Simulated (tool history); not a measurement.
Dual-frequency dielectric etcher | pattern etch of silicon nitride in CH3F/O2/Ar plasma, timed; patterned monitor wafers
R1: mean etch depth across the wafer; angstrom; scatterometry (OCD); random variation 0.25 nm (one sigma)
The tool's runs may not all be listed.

Run 1, hour 0: source power (W) 510, bias power (W) 89, etch time (s) 98.5. Result: R1 774.82 angstrom.
Run 2, hour 2.7: source power (W) 510, bias power (W) 89, etch time (s) 98.5. Result: R1 782.77 angstrom.
Run 3, hour 11.5: source power (W) 600, bias power (W) 89, etch time (s) 98.5. Result: R1 847.93 angstrom.
Run 4, hour 15.1: source power (W) 520, bias power (W) 87, etch time (s) 98.5. Result: R1 785.56 angstrom.
Run 5, hour 21.1: source power (W) 520, bias power (W) 87, etch time (s) 103. Result: R1 820.69 angstrom.
Run 6, hour 26.9: source power (W) 460, bias power (W) 84, etch time (s) 103. Result: R1 764.35 angstrom.

Run 7 comes next. What will it give?
Run 7, hour 33.9: source power (W) 410, bias power (W) 83, etch time (s) 103. Result: R1 ?.

Run 7 gave R1 711.68 angstrom.

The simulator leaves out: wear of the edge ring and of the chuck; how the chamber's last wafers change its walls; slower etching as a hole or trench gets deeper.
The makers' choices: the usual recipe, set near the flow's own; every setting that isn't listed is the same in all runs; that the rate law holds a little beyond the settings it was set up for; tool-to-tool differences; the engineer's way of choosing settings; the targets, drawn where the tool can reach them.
